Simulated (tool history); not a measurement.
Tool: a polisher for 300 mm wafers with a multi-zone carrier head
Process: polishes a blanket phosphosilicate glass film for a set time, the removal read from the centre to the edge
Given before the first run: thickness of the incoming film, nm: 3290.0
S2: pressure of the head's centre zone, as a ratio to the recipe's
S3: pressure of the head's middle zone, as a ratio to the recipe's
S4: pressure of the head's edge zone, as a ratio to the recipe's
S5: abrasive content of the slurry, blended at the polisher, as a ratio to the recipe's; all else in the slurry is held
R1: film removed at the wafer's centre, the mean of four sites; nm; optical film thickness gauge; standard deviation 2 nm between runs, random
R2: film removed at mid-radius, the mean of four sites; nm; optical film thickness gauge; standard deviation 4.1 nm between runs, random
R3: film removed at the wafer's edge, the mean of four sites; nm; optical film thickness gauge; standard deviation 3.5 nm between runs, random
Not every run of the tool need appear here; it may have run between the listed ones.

Run 1, hour 0: flow of slurry (ml/min) 125, S2 1, S3 1, S4 1, S5 1, polishing time (s) 47. Result: R1 375.7 nm, R2 379.63 nm, R3 376.8 nm.
Run 2, hour 2.4: flow of slurry (ml/min) 120, S2 1, S3 1, S4 0.97, S5 0.95, polishing time (s) 47. Result: R1 366.97 nm, R2 366.71 nm, R3 370.36 nm.
Run 3, hour 5.7: flow of slurry (ml/min) 120, S2 1, S3 1, S4 0.97, S5 0.95, polishing time (s) 40. Result: R1 314.1 nm, R2 316.12 nm, R3 308.16 nm.
Run 4, hour 13.6: flow of slurry (ml/min) 120, S2 1.07, S3 1, S4 0.97, S5 0.95, polishing time (s) 40. Result: R1 335.1 nm, R2 313.91 nm, R3 311.12 nm.
Run 5, hour 16.2: flow of slurry (ml/min) 115, S2 1.06, S3 1.02, S4 0.95, S5 0.95, polishing time (s) 40. Result: R1 329.29 nm, R2 319.46 nm, R3 304.27 nm.
Run 6, hour 20.2: flow of slurry (ml/min) 110, S2 1.06, S3 1.03, S4 0.94, S5 0.95, polishing time (s) 40. Result: R1 325.99 nm, R2 319.9 nm, R3 298.16 nm.
Run 7, hour 24: flow of slurry (ml/min) 105, S2 1.06, S3 1.04, S4 0.94, S5 0.95, polishing time (s) 40. Result: R1 323.84 nm, R2 321.29 nm, R3 295.7 nm.

Expected results for the next run?
Run 8, hour 29.2: flow of slurry (ml/min) 85, S2 1.04, S3 1.07, S4 0.93, S5 0.95, polishing time (s) 40. Result: R1 ?, R2 ?, R3 ?.

{"run 8": {"R1": 294.37, "R2": 313.17, "R3": 288.96}}
